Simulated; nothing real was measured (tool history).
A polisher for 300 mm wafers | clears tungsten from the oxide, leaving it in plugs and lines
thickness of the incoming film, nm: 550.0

run	hour	flow of slurry (ml/min)	pressure of the wafer on the pad (kPa)	speed of the pad under the wafer (cm/s)	abrasive content of the slurry	overpolish time after the end point (s)	time until the end point was called (s)
1	0	135	18.6	138	1	6	99.973
2	8.7	135	18.6	138	0.85	6	103.64
3	15.2	110	18.6	138	0.85	6	109.13
4	17.7	110	20.7	138	0.85	6	99.613
5	23.5	110	20.7	138	0.85	6	99.539
6	30.6	110	20.7	138	0.65	6	107.08
7	32.3	110	19.3	136	0.65	6	114.47
8	37.6	110	17.9	134	0.65	6	125.52
9	40.6	110	17.2	134	0.65	6	132.33
10	46.5	110	16.5	134	0.65	6	134.86

The next listed run, before its measurement:
11	49.8	110	15.9	134	0.65	6	?

{"run 11": {"time until the end point was called (s)": 146.15}}
